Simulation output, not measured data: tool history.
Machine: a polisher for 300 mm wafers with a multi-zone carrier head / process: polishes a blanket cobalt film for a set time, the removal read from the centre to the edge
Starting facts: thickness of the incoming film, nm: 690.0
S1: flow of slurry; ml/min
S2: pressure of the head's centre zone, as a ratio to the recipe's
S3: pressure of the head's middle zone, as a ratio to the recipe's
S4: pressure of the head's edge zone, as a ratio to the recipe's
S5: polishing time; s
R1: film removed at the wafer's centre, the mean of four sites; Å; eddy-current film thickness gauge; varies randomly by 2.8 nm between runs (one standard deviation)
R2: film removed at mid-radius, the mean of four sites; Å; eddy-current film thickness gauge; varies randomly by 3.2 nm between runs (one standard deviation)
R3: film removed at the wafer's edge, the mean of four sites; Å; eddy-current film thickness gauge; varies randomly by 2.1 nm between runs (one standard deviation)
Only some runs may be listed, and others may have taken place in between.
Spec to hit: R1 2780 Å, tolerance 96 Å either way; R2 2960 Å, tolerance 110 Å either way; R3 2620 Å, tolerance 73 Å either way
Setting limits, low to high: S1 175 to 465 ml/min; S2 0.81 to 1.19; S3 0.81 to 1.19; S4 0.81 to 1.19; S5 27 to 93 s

run	day	S1	S2	S3	S4	S5	R1	R2	R3
1	0	295	1	1	1	59	2420.1	2460.7	2546.6
2	0.204	295	1	1	1.04	59	2386.3	2502.8	2613.2
3	0.367	300	1.01	1.02	1.04	59	2400.2	2488.7	2615.9
4	0.417	300	1.01	1.04	1.02	60	2513.3	2603.7	2606.5
5	0.471	300	1.01	1.04	1.02	70	2908.6	3011.7	3041.8
# day 0.612: edge zone pressure recalibrated
6	0.612	300	0.98	1.04	1.02	70	2836.2	2998.4	2923.3
7	0.683	290	0.94	1.01	0.92	71	2757	2983.8	2795.7
8	0.888	290	0.94	1.01	0.91	71	2731.7	2933.2	2804.5
9	0.954	290	0.94	1.02	0.9	71	2768.6	2957.3	2744.4
10	0.979	290	0.94	1.02	0.89	71	2708.5	3009.1	2797
11	1.012	290	0.96	1.03	0.88	70	2761.1	2977.7	2718.3
12	1.221	290	0.96	1.03	0.87	70	2729	3008.9	2695.3

Which of these 5 next moves meets every target?
A	1.429	275	0.95	1.04	0.91	72	?	?	?
B	1.429	190	0.98	1.05	0.84	71	?	?	?
C	1.429	290	0.98	1.12	0.81	69	?	?	?
D	1.429	335	0.92	0.98	0.92	71	?	?	?
E	1.429	240	1.01	0.98	0.92	71	?	?	?

move	R1	R2	R3
A	2782.4	3120.4	2835.3
B	2743.7	3014.5	2638.7
C	2764.4	3193.2	2583.8
D	2695.8	2970.9	2842.1
E	2884.9	2899.4	2790.8
A: its largest miss is bigger than the last run's
B: every result lands within tolerance
C: corrects the largest miss of the last run, while another result sits out of spec
D: its largest miss is bigger than the last run's
E: its largest miss is bigger than the last run's
The right move is B.

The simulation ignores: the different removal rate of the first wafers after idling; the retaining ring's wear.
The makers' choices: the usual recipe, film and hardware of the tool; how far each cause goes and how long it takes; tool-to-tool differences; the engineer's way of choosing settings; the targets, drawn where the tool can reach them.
